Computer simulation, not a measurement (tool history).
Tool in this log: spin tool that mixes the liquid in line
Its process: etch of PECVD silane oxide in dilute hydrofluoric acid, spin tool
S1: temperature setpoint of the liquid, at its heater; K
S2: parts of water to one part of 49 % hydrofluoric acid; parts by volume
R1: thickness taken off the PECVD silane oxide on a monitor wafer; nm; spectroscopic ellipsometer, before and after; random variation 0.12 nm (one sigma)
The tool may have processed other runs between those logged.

run 1 hour=0.0 | S1=297.15 S2=205 time_under_the_liquid_(s)=305 | R1=24.010
run 2 hour=6.2 | S1=296.65 S2=210 time_under_the_liquid_(s)=305 | R1=21.951
run 3 hour=11.1 | S1=296.65 S2=235 time_under_the_liquid_(s)=305 | R1=19.458
run 4 hour=13.3 | S1=296.65 S2=290 time_under_the_liquid_(s)=305 | R1=15.143
run 5 hour=17.2 | S1=296.65 S2=290 time_under_the_liquid_(s)=305 | R1=15.233
run 6 hour=22.7 | S1=296.65 S2=255 time_under_the_liquid_(s)=305 | R1=17.893

Run 7 is up next; what results do you expect?
run 7 hour=25.1 | S1=296.15 S2=255 time_under_the_liquid_(s)=305 | R1=?

Run 7 produced R1 17.054 nm.

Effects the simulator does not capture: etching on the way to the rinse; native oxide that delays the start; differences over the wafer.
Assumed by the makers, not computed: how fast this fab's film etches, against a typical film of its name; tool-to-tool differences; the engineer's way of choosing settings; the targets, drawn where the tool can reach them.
